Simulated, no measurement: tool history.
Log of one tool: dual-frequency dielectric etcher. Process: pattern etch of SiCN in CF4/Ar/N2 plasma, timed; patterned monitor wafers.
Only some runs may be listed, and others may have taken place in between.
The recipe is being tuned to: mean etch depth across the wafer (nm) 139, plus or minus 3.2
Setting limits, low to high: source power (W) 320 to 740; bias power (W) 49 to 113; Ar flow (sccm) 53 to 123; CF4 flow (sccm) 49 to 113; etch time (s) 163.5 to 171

run	day	source power (W)	bias power (W)	Ar flow (sccm)	CF4 flow (sccm)	etch time (s)	mean etch depth across the wafer (nm)
1	0	530	81	88	81	163.5	171.97
2	0.321	530	81	88	87	163.5	171.55
3	0.667	490	80	88	87	163.5	160.3
4	0.942	490	80	88	78	163.5	156.91
5	1.112	470	80	88	78	163.5	149.18
6	1.25	470	80	74	78	163.5	152.29
7	1.504	460	80	74	78	163.5	149.36
8	1.792	410	79	74	78	163.5	133.97

Next run, 4 choices. One meets every target within its allowed miss, the rest don't. Which?
A	2.079	410	80	82	64	166.5	?
B	2.079	400	73	62	79	163.5	?
C	2.079	370	102	61	58	163.5	?
D	2.079	410	79	80	77	171	?

move	mean etch depth across the wafer (nm)
A	131.38
B	130.6
C	131.04
D	138.42
A: misses by more than the last run did
B: misses by more than the last run did
C: misses by more than the last run did
D: every result within its allowed miss
So the answer is move D, the one that meets all the targets.
